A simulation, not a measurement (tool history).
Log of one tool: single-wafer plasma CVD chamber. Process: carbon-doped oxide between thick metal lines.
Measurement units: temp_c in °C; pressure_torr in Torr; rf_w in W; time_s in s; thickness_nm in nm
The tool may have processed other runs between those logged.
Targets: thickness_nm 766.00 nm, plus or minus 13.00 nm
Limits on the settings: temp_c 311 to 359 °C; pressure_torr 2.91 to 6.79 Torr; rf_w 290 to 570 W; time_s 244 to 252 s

run 1 day=0.000 | temp_c=335 pressure_torr=4.85 rf_w=430 time_s=244 | thickness_nm=973.93
run 2 day=0.162 | temp_c=327 pressure_torr=4.85 rf_w=430 time_s=244 | thickness_nm=1004.20
run 3 day=0.338 | temp_c=333 pressure_torr=4.38 rf_w=405 time_s=244 | thickness_nm=918.45
run 4 day=0.375 | temp_c=338 pressure_torr=3.97 rf_w=395 time_s=244 | thickness_nm=873.85
run 5 day=0.554 | temp_c=338 pressure_torr=4.59 rf_w=395 time_s=244 | thickness_nm=883.68
run 6 day=0.842 | temp_c=338 pressure_torr=4.59 rf_w=395 time_s=244 | thickness_nm=882.43
run 7 day=1.112 | temp_c=343 pressure_torr=4.39 rf_w=390 time_s=244 | thickness_nm=860.34
run 8 day=1.454 | temp_c=343 pressure_torr=4.39 rf_w=390 time_s=244 | thickness_nm=849.56
run 9 day=1.638 | temp_c=354 pressure_torr=3.42 rf_w=360 time_s=244 | thickness_nm=744.33
run 10 day=1.917 | temp_c=353 pressure_torr=3.46 rf_w=360 time_s=244 | thickness_nm=745.33

4 next moves are on the table. One of them brings every result within its allowed miss. Which?
run A day=2.196 | temp_c=358 pressure_torr=3.08 rf_w=375 time_s=246 | thickness_nm=?
run B day=2.196 | temp_c=349 pressure_torr=3.64 rf_w=345 time_s=251 | thickness_nm=?
run C day=2.196 | temp_c=357 pressure_torr=3.53 rf_w=375 time_s=252 | thickness_nm=?
run D day=2.196 | temp_c=354 pressure_torr=3.57 rf_w=340 time_s=252 | thickness_nm=?

move=A thickness_nm=766.47
move=B thickness_nm=742.51
move=C thickness_nm=795.53
move=D thickness_nm=721.99
A: each result inside its tolerance
B: further off than the last run
C: takes the result that was furthest off past its target
D: further off than the last run
Answer: A

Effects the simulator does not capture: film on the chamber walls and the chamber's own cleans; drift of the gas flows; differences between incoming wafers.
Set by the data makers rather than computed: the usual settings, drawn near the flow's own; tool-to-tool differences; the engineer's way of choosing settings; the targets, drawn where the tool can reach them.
